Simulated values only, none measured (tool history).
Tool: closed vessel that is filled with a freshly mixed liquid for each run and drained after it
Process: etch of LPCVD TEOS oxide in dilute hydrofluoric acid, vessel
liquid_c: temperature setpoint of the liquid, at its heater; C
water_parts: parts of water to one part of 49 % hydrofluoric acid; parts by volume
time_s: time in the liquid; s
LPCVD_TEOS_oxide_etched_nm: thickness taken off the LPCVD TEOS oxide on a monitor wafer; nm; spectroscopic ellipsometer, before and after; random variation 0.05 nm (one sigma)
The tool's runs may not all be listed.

run 1 hour=0.0 | liquid_c=24.0 water_parts=95 time_s=35 | LPCVD_TEOS_oxide_etched_nm=6.7875
run 2 hour=1.6 | liquid_c=24.0 water_parts=95 time_s=35 | LPCVD_TEOS_oxide_etched_nm=6.7649
run 3 hour=3.6 | liquid_c=25.5 water_parts=95 time_s=35 | LPCVD_TEOS_oxide_etched_nm=7.2639
run 4 hour=5.7 | liquid_c=26.5 water_parts=95 time_s=35 | LPCVD_TEOS_oxide_etched_nm=7.4544
run 5 hour=11.8 | liquid_c=26.5 water_parts=95 time_s=35 | LPCVD_TEOS_oxide_etched_nm=7.5578
run 6 hour=15.8 | liquid_c=24.0 water_parts=95 time_s=35 | LPCVD_TEOS_oxide_etched_nm=6.7697
run 7 hour=19.7 | liquid_c=28.0 water_parts=90 time_s=35 | LPCVD_TEOS_oxide_etched_nm=8.4129
run 8 hour=27.4 | liquid_c=28.5 water_parts=90 time_s=35 | LPCVD_TEOS_oxide_etched_nm=8.7183
run 9 hour=35.4 | liquid_c=29.0 water_parts=90 time_s=35 | LPCVD_TEOS_oxide_etched_nm=8.8650
run 10 hour=38.7 | liquid_c=29.5 water_parts=90 time_s=35 | LPCVD_TEOS_oxide_etched_nm=8.9883

The next listed run, before its measurement:
run 11 hour=47.3 | liquid_c=30.0 water_parts=90 time_s=35 | LPCVD_TEOS_oxide_etched_nm=?

{"run 11": {"LPCVD_TEOS_oxide_etched_nm": 9.0643}}
